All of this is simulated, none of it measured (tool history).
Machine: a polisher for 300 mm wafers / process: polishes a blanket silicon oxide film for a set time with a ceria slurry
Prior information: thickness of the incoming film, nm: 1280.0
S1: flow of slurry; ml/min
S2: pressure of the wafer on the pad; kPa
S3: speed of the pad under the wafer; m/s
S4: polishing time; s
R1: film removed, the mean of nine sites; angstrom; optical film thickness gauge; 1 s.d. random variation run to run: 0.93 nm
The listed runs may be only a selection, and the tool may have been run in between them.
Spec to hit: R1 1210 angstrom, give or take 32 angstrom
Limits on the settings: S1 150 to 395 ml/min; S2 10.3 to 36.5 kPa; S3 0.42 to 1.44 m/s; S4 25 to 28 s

run	hour	S1	S2	S3	S4	R1
1	0	250	23.4	0.92	28	1046.6
2	8.1	210	23.4	0.92	28	1033
3	14.2	175	23.4	0.92	28	1000.8
4	21	175	23.4	0.92	25	888.94
5	25.1	205	24.1	0.92	25	944.9
6	33.2	225	24.8	0.92	25	971.37
7	36.4	235	26.2	0.92	25	1054.7
8	45.2	250	26.9	0.92	25	1074.7
9	46.3	260	27.6	0.92	25	1118.4
10	49.7	270	27.6	0.92	25	1110.8
11	50.5	275	28.3	0.92	25	1133.5
12	59.4	280	28.3	0.92	25	1149.5
13	65.8	285	28.3	0.92	25	1143.8
14	73.7	290	28.3	0.92	25	1139.9

Which single option among these 4 for the next run brings every result within its allowed miss of target? Just one does.
A	81.6	280	26.2	1.02	25	?
B	81.6	260	26.9	0.8	27	?
C	81.6	295	26.9	0.9	28	?
D	81.6	305	27.6	0.8	25	?

move	R1
A	1132.8
B	1077.2
C	1211.9
D	1039.1
A: the biggest miss grows against the last run
B: the biggest miss grows against the last run
C: every result lands within tolerance
D: the biggest miss grows against the last run
C meets every target.
